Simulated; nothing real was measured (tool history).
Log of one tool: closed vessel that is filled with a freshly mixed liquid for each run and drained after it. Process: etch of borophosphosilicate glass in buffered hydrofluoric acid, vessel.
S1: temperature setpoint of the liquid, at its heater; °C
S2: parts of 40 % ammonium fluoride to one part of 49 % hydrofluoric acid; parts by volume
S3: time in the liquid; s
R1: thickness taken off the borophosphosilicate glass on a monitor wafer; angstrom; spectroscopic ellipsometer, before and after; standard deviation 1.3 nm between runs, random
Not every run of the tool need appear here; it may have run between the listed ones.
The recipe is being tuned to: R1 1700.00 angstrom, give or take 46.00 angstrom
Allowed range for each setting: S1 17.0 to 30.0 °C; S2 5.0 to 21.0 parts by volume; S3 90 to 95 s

run	hour	S1	S2	S3	R1
1	0.0	22.0	13.0	90	1426.30
2	6.7	22.0	15.0	90	1249.80
3	7.9	18.5	15.0	90	1029.10
4	16.6	18.5	15.0	95	1067.00
5	20.6	18.5	15.0	90	1014.90
6	22.3	17.0	15.0	90	935.94
7	30.6	19.5	15.0	90	1081.80
8	33.4	21.5	15.0	90	1176.40
9	42.1	25.5	14.5	90	1557.10
10	46.9	26.0	14.5	90	1586.40
11	50.1	26.5	14.5	90	1620.00

Which single option among these 4 for the next run brings every result within its allowed miss of target? Just one does.
A	53.3	26.5	16.0	95	?
B	53.3	30.0	19.5	95	?
C	53.3	26.0	13.5	90	?
D	53.3	25.0	14.5	95	?

move	R1
A	1535.00
B	1519.30
C	1674.10
D	1561.10
A: the biggest miss grows against the last run
B: the biggest miss grows against the last run
C: meets every target
D: the biggest miss grows against the last run
C is the move that brings every result within its allowed miss.
